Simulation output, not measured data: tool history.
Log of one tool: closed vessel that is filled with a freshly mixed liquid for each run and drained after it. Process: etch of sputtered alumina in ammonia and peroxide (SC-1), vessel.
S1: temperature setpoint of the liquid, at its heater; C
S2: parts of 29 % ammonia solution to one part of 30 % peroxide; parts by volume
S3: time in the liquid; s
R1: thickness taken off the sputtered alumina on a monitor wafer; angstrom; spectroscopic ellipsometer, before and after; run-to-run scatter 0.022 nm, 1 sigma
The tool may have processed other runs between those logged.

run  hour    S1   S2   S3      R1
  1     0    60  0.6  140  138.75
  2     9  55.5  0.6  140  110.03
  3  17.1  55.5  0.7  140  112.06
  4  18.9  55.5  0.8  140  113.37
  5  21.3  60.5  0.8  140  146.58
  6  27.5    58  0.8  140  129.51
  7  32.9    56  0.8  140  116.64
  8  39.9    54  0.8  140  104.66
  9  46.4  52.5  0.8  140  96.514
 10  54.8  51.5  0.8  140  91.314
 11  61.5  50.5  0.8  140   86.38
 12    70  49.5  0.8  140  81.494
 13  75.6  49.5  0.8  140  81.887

Run 14, settings as shown, results not yet in. Your forecast:
 14  83.2  45  0.8  140   ?

R1: 63.804 angstrom

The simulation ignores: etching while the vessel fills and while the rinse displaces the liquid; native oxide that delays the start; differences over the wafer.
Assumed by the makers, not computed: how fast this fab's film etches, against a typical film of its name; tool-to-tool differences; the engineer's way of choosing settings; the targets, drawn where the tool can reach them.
